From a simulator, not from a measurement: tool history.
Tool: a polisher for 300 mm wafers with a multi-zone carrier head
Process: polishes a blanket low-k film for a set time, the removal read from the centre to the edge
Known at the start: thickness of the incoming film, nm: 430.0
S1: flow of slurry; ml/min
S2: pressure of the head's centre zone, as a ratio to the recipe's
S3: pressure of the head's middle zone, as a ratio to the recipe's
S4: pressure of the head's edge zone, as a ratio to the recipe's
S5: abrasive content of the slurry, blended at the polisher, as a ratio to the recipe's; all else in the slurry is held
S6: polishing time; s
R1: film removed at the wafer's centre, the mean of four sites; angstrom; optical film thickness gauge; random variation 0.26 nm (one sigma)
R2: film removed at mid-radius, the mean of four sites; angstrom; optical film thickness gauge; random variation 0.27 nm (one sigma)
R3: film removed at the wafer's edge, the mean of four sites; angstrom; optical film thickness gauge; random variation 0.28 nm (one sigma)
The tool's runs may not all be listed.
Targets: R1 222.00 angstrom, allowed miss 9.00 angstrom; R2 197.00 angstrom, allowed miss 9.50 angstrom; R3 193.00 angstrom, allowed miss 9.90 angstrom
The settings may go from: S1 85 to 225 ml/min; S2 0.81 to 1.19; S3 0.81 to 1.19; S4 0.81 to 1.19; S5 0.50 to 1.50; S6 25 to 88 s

{"run": 1, "hour": 0.0, "S1": 145, "S2": 1.0, "S3": 1.0, "S4": 1.0, "S5": 1.0, "S6": 56, "R1": 271.69, "R2": 262.27, "R3": 268.85}
{"run": 2, "hour": 3.5, "S1": 145, "S2": 1.01, "S3": 0.99, "S4": 0.98, "S5": 0.9, "S6": 56, "R1": 254.1, "R2": 250.68, "R3": 250.04}
{"run": 3, "hour": 11.9, "S1": 145, "S2": 1.03, "S3": 0.97, "S4": 0.96, "S5": 0.85, "S6": 56, "R1": 259.37, "R2": 239.67, "R3": 252.02}
{"run": 4, "hour": 13.5, "S1": 145, "S2": 1.03, "S3": 0.92, "S4": 0.96, "S5": 0.85, "S6": 56, "R1": 253.77, "R2": 231.36, "R3": 241.1}
{"run": 5, "hour": 22.4, "S1": 145, "S2": 1.03, "S3": 0.99, "S4": 0.96, "S5": 0.85, "S6": 56, "R1": 258.06, "R2": 244.87, "R3": 242.21}
{"run": 6, "hour": 28.5, "S1": 145, "S2": 1.03, "S3": 0.99, "S4": 0.96, "S5": 0.75, "S6": 56, "R1": 243.23, "R2": 234.5, "R3": 228.42}
{"run": 7, "hour": 34.6, "S1": 140, "S2": 1.04, "S3": 0.98, "S4": 0.95, "S5": 0.7, "S6": 56, "R1": 229.73, "R2": 222.56, "R3": 216.29}
{"run": 8, "hour": 39.6, "S1": 115, "S2": 1.13, "S3": 0.91, "S4": 0.86, "S5": 0.65, "S6": 56, "R1": 232.73, "R2": 192.15, "R3": 197.83}

4 next moves are on the table. One of them brings every result within its allowed miss. Which?
{"run": "A", "hour": 44.6, "S1": 115, "S2": 1.07, "S3": 0.94, "S4": 0.84, "S5": 0.6, "S6": 58, "R1": "?", "R2": "?", "R3": "?"}
{"run": "B", "hour": 44.6, "S1": 145, "S2": 1.19, "S3": 0.88, "S4": 0.9, "S5": 0.65, "S6": 53, "R1": "?", "R2": "?", "R3": "?"}
{"run": "C", "hour": 44.6, "S1": 95, "S2": 1.19, "S3": 0.95, "S4": 0.82, "S5": 0.6, "S6": 60, "R1": "?", "R2": "?", "R3": "?"}
{"run": "D", "hour": 44.6, "S1": 85, "S2": 1.04, "S3": 0.81, "S4": 0.91, "S5": 0.9, "S6": 52, "R1": "?", "R2": "?", "R3": "?"}

move=A R1=219.04 R2=199.69 R3=197.77
move=B R1=243.81 R2=187.94 R3=200.77
move=C R1=241.60 R2=200.65 R3=197.26
move=D R1=219.58 R2=184.07 R3=218.24
A: meets every target
B: further off than the last run
C: further off than the last run
D: brings the result that was furthest off to its target, and leaves another outside
The right move is A.

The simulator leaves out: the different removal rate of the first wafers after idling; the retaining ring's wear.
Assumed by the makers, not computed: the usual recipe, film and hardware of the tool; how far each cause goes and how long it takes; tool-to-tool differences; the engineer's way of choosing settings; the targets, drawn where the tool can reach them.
